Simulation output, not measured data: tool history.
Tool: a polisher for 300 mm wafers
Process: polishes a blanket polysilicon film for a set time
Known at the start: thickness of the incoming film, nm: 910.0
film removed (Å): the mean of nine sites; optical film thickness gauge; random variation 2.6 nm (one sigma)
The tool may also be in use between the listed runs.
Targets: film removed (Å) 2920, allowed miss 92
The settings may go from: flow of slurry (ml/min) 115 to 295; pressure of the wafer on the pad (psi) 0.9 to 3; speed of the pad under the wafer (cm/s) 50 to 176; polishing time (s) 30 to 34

run  hour  flow of slurry (ml/min)  pressure of the wafer on the pad (psi)  speed of the pad under the wafer (cm/s)  polishing time (s)  film removed (Å)
  1     0                      190                                     1.9                                      112                  34              1898
  2   1.4                      235                                     1.9                                      112                  34            1955.2
  3   3.6                      235                                     1.9                                      112                  34            1944.4
  4   4.3                      235                                       2                                      112                  34            2002.5
  5  13.2                      205                                       2                                      112                  34            1968.4
  6  17.8                      245                                       2                                      112                  34            2025.9
  7  22.2                      245                                     2.1                                      112                  34              2152
  8    31                      245                                     2.2                                      112                  34            2218.9
  9  37.6                      245                                     2.3                                      112                  34            2318.5
 10  43.5                      245                                     2.4                                      112                  34            2411.4

Which of these 5 next moves meets every target?
  A  49.4                      230                                     1.9                                      106                  32                 ?
  B  49.4                      235                                     2.3                                      140                  34                 ?
  C  49.4                      245                                     2.2                                      100                  30                 ?
  D  49.4                      295                                     1.8                                      130                  34                 ?
  E  49.4                      235                                     2.3                                      112                  31                 ?

move  film removed (Å)
   A            1720.9
   B            2893.3
   C            1771.7
   D            2173.2
   E            2123.1
A: further off than the last run
B: meets every target
C: further off than the last run
D: further off than the last run
E: further off than the last run
Move B is the one to make.
